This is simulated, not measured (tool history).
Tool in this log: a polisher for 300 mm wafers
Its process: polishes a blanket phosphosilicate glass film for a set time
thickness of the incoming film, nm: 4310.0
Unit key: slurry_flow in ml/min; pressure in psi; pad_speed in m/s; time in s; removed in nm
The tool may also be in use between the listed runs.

run 1 hour=0.0 | slurry_flow=300 pressure=2.0 pad_speed=1.20 slurry_solids=1.0 time=49 | removed=274.95
run 2 hour=1.4 | slurry_flow=300 pressure=2.0 pad_speed=1.20 slurry_solids=1.0 time=49 | removed=276.41
run 3 hour=3.9 | slurry_flow=300 pressure=2.0 pad_speed=1.00 slurry_solids=1.0 time=49 | removed=242.75
run 4 hour=5.4 | slurry_flow=300 pressure=2.1 pad_speed=1.00 slurry_solids=1.0 time=49 | removed=250.81
run 5 hour=12.5 | slurry_flow=300 pressure=2.2 pad_speed=1.00 slurry_solids=1.0 time=49 | removed=265.02
run 6 hour=18.2 | slurry_flow=300 pressure=2.3 pad_speed=1.00 slurry_solids=1.0 time=49 | removed=272.28

Forecast run 7:
run 7 hour=21.1 | slurry_flow=300 pressure=2.4 pad_speed=1.00 slurry_solids=1.0 time=49 | removed=?

{"run 7": {"removed": 287.71}}
